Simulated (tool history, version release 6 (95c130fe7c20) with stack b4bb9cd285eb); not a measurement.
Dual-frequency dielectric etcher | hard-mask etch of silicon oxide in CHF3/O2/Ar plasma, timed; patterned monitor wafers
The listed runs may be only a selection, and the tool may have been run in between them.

run  hour  source power (W)  bias power (W)  etch time (s)  mean etch depth across the wafer (Å)
  1   0.0               670             130           18.5                                345.41
  2   7.3               700             131           18.5                                350.56
  3  12.0               700             153           18.5                                367.88
  4  19.6               790             153           18.5                                381.56
  5  22.9               790             136           18.5                                368.70
  6  28.0               790             125           18.5                                359.09

Run 7 has not been measured yet. What should we expect?
  7  34.0               930             131           18.5                                     ?

Run 7 gave mean etch depth across the wafer (Å) 384.71.
